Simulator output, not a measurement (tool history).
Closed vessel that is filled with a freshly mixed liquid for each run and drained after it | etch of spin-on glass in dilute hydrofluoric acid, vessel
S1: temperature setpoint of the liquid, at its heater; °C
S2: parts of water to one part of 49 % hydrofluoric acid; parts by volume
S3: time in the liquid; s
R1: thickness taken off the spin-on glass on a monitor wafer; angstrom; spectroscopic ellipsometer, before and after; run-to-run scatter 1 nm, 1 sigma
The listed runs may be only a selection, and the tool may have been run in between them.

run,hour,S1,S2,S3,R1
1,0.0,22.0,110,335,785.89
2,4.7,24.5,90,335,1081.10
3,8.8,26.5,90,335,1180.40
4,13.2,26.5,110,335,932.64
5,19.0,26.5,125,335,808.59
6,24.0,26.5,125,360,866.18
7,26.0,27.5,105,360,1095.70
8,28.2,28.0,90,360,1324.30
9,34.0,28.5,80,360,1568.00

What will run 10 give?
10,34.9,30.0,65,360,?

Logged for run 10: R1 2083.00 angstrom.

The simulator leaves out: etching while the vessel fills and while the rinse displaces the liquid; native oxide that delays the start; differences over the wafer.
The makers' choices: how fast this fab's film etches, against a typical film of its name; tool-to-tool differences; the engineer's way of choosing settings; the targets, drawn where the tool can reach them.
